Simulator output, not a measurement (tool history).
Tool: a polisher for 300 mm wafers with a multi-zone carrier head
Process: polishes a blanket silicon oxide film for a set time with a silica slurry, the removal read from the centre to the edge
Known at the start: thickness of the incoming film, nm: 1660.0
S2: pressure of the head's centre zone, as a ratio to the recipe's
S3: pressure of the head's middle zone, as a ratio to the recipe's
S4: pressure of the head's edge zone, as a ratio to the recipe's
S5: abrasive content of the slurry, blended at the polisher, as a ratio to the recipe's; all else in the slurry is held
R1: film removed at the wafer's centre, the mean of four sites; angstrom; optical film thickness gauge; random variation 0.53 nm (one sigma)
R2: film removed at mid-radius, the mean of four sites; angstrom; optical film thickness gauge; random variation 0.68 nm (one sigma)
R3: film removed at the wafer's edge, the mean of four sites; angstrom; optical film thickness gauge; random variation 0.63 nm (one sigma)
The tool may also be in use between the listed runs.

{"run": 1, "hour": 0.0, "flow of slurry (ml/min)": 250, "S2": 1, "S3": 1, "S4": 1, "S5": 1, "polishing time (s)": 48, "R1": 1125.6, "R2": 1110.6, "R3": 1100.4}
{"run": 2, "hour": 5.6, "flow of slurry (ml/min)": 245, "S2": 1, "S3": 0.96, "S4": 0.98, "S5": 0.9, "polishing time (s)": 48, "R1": 1078.5, "R2": 1022.3, "R3": 1032.4}
{"run": 3, "hour": 6.4, "flow of slurry (ml/min)": 245, "S2": 1, "S3": 0.96, "S4": 0.98, "S5": 0.75, "polishing time (s)": 48, "R1": 997.66, "R2": 939.49, "R3": 952.92}
{"run": 4, "hour": 8.8, "flow of slurry (ml/min)": 235, "S2": 1, "S3": 0.93, "S4": 0.97, "S5": 0.7, "polishing time (s)": 48, "R1": 958.39, "R2": 907.28, "R3": 938.49}
{"run": 5, "hour": 17.2, "flow of slurry (ml/min)": 240, "S2": 1.01, "S3": 0.91, "S4": 0.97, "S5": 0.65, "polishing time (s)": 47, "R1": 916.01, "R2": 835.68, "R3": 884.39}
{"run": 6, "hour": 19.4, "flow of slurry (ml/min)": 240, "S2": 1.01, "S3": 0.94, "S4": 0.97, "S5": 0.65, "polishing time (s)": 47, "R1": 924.34, "R2": 854.36, "R3": 880.1}
{"run": 7, "hour": 22.4, "flow of slurry (ml/min)": 240, "S2": 1.01, "S3": 0.94, "S4": 0.97, "S5": 0.65, "polishing time (s)": 47, "R1": 911.14, "R2": 865.89, "R3": 881.94}

Forecast run 8:
{"run": 8, "hour": 26.9, "flow of slurry (ml/min)": 235, "S2": 1.02, "S3": 0.92, "S4": 0.96, "S5": 0.65, "polishing time (s)": 47, "R1": "?", "R2": "?", "R3": "?"}

{"run 8": {"R1": 917.16, "R2": 846.81, "R3": 873.98}}

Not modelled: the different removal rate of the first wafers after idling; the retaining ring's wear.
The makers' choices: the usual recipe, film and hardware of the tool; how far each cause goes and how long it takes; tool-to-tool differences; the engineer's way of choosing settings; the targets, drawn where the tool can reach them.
